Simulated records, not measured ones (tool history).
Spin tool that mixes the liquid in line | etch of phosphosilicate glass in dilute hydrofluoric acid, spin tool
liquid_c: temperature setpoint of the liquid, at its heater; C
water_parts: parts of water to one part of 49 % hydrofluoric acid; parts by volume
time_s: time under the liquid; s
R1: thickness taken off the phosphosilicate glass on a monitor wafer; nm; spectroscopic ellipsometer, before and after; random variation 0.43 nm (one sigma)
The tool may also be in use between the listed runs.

{"run": 1, "hour": 0.0, "liquid_c": 22.0, "water_parts": 70, "time_s": 60, "R1": 60.53}
{"run": 2, "hour": 5.9, "liquid_c": 24.0, "water_parts": 65, "time_s": 60, "R1": 71.239}
{"run": 3, "hour": 8.4, "liquid_c": 24.0, "water_parts": 65, "time_s": 65, "R1": 76.801}
{"run": 4, "hour": 14.4, "liquid_c": 26.5, "water_parts": 65, "time_s": 65, "R1": 85.15}
{"run": 5, "hour": 22.4, "liquid_c": 27.5, "water_parts": 60, "time_s": 65, "R1": 96.829}
{"run": 6, "hour": 29.2, "liquid_c": 27.5, "water_parts": 60, "time_s": 60, "R1": 89.309}
{"hour": 30.6, "done": "hydrofluoric acid flow meter replaced"}
{"run": 7, "hour": 30.6, "liquid_c": 27.5, "water_parts": 60, "time_s": 60, "R1": 95.736}

Run 8 comes next. What will it give?
{"run": 8, "hour": 35.3, "liquid_c": 28.0, "water_parts": 60, "time_s": 60, "R1": "?"}

R1: 97.168 nm
